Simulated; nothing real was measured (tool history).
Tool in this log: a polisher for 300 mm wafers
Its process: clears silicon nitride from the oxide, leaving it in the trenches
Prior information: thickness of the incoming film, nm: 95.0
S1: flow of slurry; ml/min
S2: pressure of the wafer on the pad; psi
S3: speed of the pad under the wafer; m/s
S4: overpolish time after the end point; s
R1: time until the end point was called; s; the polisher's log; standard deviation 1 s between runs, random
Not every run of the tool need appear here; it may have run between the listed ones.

run 1 hour=0 | S1=260 S2=3.4 S3=1.02 S4=31 | R1=77.783
run 2 hour=3.8 | S1=215 S2=3.4 S3=1.02 S4=31 | R1=78.551
run 3 hour=4.4 | S1=215 S2=4.2 S3=1.02 S4=31 | R1=63.956
run 4 hour=10.7 | S1=215 S2=4.2 S3=1.18 S4=31 | R1=56.916
run 5 hour=19.2 | S1=215 S2=4.7 S3=1.18 S4=31 | R1=51.094
run 6 hour=20 | S1=215 S2=4.1 S3=1.16 S4=31 | R1=60.237
run 7 hour=27.3 | S1=215 S2=4.1 S3=1.16 S4=31 | R1=58.918

Run 8 comes next. What will it give?
run 8 hour=30.4 | S1=215 S2=3.6 S3=1.14 S4=31 | R1=?

Run 8 measured R1 68.635 s.

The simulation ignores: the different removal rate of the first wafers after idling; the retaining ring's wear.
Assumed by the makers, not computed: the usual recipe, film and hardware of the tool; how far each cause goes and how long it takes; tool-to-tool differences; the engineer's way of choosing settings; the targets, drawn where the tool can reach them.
